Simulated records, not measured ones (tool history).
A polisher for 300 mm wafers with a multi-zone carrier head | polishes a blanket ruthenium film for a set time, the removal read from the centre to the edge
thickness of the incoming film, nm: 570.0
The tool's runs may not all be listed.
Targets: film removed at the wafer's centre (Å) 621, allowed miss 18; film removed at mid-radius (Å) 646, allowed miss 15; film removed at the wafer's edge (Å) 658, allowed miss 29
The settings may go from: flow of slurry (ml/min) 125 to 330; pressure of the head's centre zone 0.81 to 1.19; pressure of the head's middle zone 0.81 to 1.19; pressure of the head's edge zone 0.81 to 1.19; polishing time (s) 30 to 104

run,hour,flow of slurry (ml/min),pressure of the head's centre zone,pressure of the head's middle zone,pressure of the head's edge zone,polishing time (s),film removed at the wafer's centre (Å),film removed at mid-radius (Å),film removed at the wafer's edge (Å)
1,0,210,1,1,1,67,761.18,760.77,680.08
2,6.4,210,0.94,1,1,67,715.38,755.35,700.26
3,12.9,210,0.86,1,1,67,648.65,757.57,686.25
4,20,210,0.86,1,0.92,67,661.09,763.64,660.07
5,23.9,210,0.86,0.92,0.92,67,663.02,710.01,671.62
6,29.5,210,0.91,0.92,0.92,67,697.61,716.1,676.61
7,38.2,195,0.89,0.9,0.92,67,656.25,685.88,659.86
8,44.2,185,0.89,0.89,0.93,67,647.92,679.92,658.69
9,47.2,180,0.89,0.88,0.94,67,659.08,668.36,672.31
10,54.9,170,0.88,0.88,0.94,67,648.9,661.54,650.68
# hour 59.8: edge zone pressure recalibrated
11,59.8,165,0.87,0.87,0.95,67,621.26,652.67,705

Which of these 4 next moves meets every target?
A,64.7,125,0.89,0.88,1.16,69,?,?,?
B,64.7,200,0.94,0.9,0.94,62,?,?,?
C,64.7,130,0.9,0.92,0.93,67,?,?,?
D,64.7,160,0.92,0.85,1,68,?,?,?

move,film removed at the wafer's centre (Å),film removed at mid-radius (Å),film removed at the wafer's edge (Å)
A,613.2,639.37,756.18
B,642.62,638.97,652.25
C,608.5,650.15,662.4
D,661.82,644.5,717.77
A: further off than the last run
B: brings the result that was furthest off to its target, and leaves another outside
C: meets every target
D: further off than the last run
Move C is the one to make.
